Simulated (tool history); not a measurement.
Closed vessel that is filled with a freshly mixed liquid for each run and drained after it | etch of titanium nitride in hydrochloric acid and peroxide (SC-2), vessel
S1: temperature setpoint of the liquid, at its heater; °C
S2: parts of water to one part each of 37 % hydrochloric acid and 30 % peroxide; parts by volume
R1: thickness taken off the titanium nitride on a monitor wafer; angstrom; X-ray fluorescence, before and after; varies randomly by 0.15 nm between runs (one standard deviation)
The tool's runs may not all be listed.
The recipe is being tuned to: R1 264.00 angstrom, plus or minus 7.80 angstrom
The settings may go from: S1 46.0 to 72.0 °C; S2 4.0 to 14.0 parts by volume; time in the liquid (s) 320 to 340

{"run": 1, "hour": 0.0, "S1": 62.0, "S2": 7.5, "time in the liquid (s)": 320, "R1": 196.13}
{"run": 2, "hour": 3.5, "S1": 56.0, "S2": 7.5, "time in the liquid (s)": 320, "R1": 133.58}
{"run": 3, "hour": 5.9, "S1": 59.0, "S2": 7.5, "time in the liquid (s)": 320, "R1": 162.78}
{"run": 4, "hour": 9.6, "S1": 61.0, "S2": 7.5, "time in the liquid (s)": 320, "R1": 186.15}
{"run": 5, "hour": 14.4, "S1": 61.0, "S2": 9.5, "time in the liquid (s)": 320, "R1": 151.62}
{"run": 6, "hour": 21.7, "S1": 63.5, "S2": 9.5, "time in the liquid (s)": 320, "R1": 178.52}
{"run": 7, "hour": 27.7, "S1": 65.0, "S2": 9.5, "time in the liquid (s)": 320, "R1": 197.82}
{"run": 8, "hour": 35.1, "S1": 66.0, "S2": 9.5, "time in the liquid (s)": 320, "R1": 209.2}
{"run": 9, "hour": 41.4, "S1": 67.0, "S2": 9.5, "time in the liquid (s)": 320, "R1": 221.04}
{"run": 10, "hour": 49.1, "S1": 67.5, "S2": 9.5, "time in the liquid (s)": 320, "R1": 226.47}
{"run": 11, "hour": 51.7, "S1": 68.0, "S2": 9.5, "time in the liquid (s)": 320, "R1": 233.37}

Pick the move, out of 5, that brings all results within their allowed miss; only one does.
{"run": "A", "hour": 54.3, "S1": 66.5, "S2": 8.0, "time in the liquid (s)": 340, "R1": "?"}
{"run": "B", "hour": 54.3, "S1": 69.0, "S2": 9.5, "time in the liquid (s)": 320, "R1": "?"}
{"run": "C", "hour": 54.3, "S1": 70.0, "S2": 11.0, "time in the liquid (s)": 335, "R1": "?"}
{"run": "D", "hour": 54.3, "S1": 68.0, "S2": 10.0, "time in the liquid (s)": 340, "R1": "?"}
{"run": "E", "hour": 54.3, "S1": 70.0, "S2": 10.5, "time in the liquid (s)": 325, "R1": "?"}

move=A R1=260.93
move=B R1=248.05
move=C R1=243.75
move=D R1=237.95
move=E R1=245.94
A: all results in spec
B: closer than the last run, but not yet in spec
C: closer than the last run, but not yet in spec
D: closer than the last run, but not yet in spec
E: closer than the last run, but not yet in spec
A is the move that brings every result within its allowed miss.
